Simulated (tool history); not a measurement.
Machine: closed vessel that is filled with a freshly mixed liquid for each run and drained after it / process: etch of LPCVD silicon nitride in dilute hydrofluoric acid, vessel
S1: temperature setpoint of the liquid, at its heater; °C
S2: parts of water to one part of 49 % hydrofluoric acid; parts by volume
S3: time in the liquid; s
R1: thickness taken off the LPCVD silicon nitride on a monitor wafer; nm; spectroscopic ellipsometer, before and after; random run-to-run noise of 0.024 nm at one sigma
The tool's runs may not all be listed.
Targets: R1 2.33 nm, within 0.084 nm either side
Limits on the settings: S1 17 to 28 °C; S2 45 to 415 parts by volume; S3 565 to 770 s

run	hour	S1	S2	S3	R1
1	0	20	230	770	1.4007
2	8.7	21	230	770	1.5174
3	13	21	230	770	1.4779
4	21.4	22.5	230	770	1.6428
5	29.3	23.5	230	770	1.7534
6	35.2	24	230	770	1.799
7	40.3	24.5	230	770	1.8374
8	47.2	24.5	230	770	1.8412
9	51.6	25	230	770	1.9329

Pick the move, out of 5, that brings all results within their allowed miss; only one does.
A	56	26.5	195	770	?
B	56	25	175	770	?
C	56	24.5	165	770	?
D	56	25.5	180	750	?
E	56	28	230	770	?

move	R1
A	2.4952
B	2.5306
C	2.599
D	2.4735
E	2.3158
A: carries the result that was furthest off beyond its target, to the other side
B: carries the result that was furthest off beyond its target, to the other side
C: carries the result that was furthest off beyond its target, to the other side
D: carries the result that was furthest off beyond its target, to the other side
E: every result within its allowed miss
The right move is E.

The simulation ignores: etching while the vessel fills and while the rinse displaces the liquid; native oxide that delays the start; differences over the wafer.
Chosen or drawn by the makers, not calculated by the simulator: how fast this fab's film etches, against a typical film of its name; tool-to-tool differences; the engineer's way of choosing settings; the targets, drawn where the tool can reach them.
